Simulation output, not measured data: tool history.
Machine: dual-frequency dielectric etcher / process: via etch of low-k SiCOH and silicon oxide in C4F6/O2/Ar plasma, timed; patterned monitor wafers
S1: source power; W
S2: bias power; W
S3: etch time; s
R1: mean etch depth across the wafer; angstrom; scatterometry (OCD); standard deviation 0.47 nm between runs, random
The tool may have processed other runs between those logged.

run 1 hour=0.0 | S1=370 S2=192 S3=78.5 | R1=1890.7
run 2 hour=6.0 | S1=370 S2=192 S3=82.0 | R1=1981.6
run 3 hour=9.1 | S1=420 S2=192 S3=82.0 | R1=2089.1
run 4 hour=11.0 | S1=450 S2=192 S3=82.0 | R1=2170.5
run 5 hour=12.2 | S1=410 S2=179 S3=82.0 | R1=2008.2
run 6 hour=19.9 | S1=380 S2=172 S3=82.0 | R1=1900.8

For run 7, what comes out?
-- hour=22.7 bias power generator calibrated
run 7 hour=22.7 | S1=350 S2=168 S3=82.0 | R1=?

R1: 1824.2 angstrom

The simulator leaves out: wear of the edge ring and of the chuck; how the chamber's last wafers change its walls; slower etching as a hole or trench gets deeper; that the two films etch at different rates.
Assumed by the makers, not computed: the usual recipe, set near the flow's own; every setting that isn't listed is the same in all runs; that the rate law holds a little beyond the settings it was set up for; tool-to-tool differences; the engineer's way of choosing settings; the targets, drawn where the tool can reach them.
